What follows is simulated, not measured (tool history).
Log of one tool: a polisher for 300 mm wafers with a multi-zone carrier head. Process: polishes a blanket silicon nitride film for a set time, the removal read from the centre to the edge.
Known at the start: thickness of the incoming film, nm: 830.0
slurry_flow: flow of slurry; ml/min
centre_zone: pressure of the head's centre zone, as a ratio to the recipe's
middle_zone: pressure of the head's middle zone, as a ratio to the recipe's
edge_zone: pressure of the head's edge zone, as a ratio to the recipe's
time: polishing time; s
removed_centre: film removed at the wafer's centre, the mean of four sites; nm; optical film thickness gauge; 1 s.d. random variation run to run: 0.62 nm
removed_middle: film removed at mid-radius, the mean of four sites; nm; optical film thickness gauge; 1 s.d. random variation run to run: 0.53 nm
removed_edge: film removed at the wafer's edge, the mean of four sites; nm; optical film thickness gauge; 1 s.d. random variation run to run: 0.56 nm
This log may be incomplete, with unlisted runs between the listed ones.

| run | hour | slurry_flow | centre_zone | middle_zone | edge_zone | time | removed_centre | removed_middle | removed_edge |
|---|---|---|---|---|---|---|---|---|---|
| 1 | 0 | 205 | 1 | 1 | 1 | 30 | 60.571 | 60.876 | 61.659 |
| 2 | 7.4 | 220 | 1.01 | 0.98 | 1.06 | 31 | 62.843 | 62.073 | 65.523 |
| 3 | 13.1 | 220 | 1.01 | 0.98 | 1.06 | 38 | 78.318 | 76.903 | 80.935 |
| 4 | 16.1 | 220 | 1.01 | 0.98 | 1 | 38 | 78.258 | 75.672 | 78.474 |
| 5 | 17 | 220 | 1.08 | 0.98 | 1 | 38 | 84.134 | 75.563 | 78.348 |
| 6 | 19.2 | 205 | 1.04 | 0.94 | 1.01 | 38 | 78.876 | 73.003 | 79.761 |
| 7 | 22 | 195 | 1.03 | 0.91 | 0.99 | 38 | 77.676 | 71.248 | 77.128 |
| 8 | 23.4 | 185 | 1.01 | 0.88 | 1.01 | 38 | 74.906 | 68.415 | 77.793 |
| 9 | 31.8 | 175 | 1 | 0.87 | 1.02 | 38 | 74.592 | 67.253 | 77.001 |
| 10 | 36 | 175 | 1 | 0.87 | 1.02 | 38 | 75.818 | 67.1 | 77.224 |

Expected results for the next run?
| 11 | 43.8 | 175 | 0.98 | 0.86 | 1.03 | 38 | ? | ? | ? |

{"run 11": {"removed_centre": 74.125, "removed_middle": 66.468, "removed_edge": 77.812}}
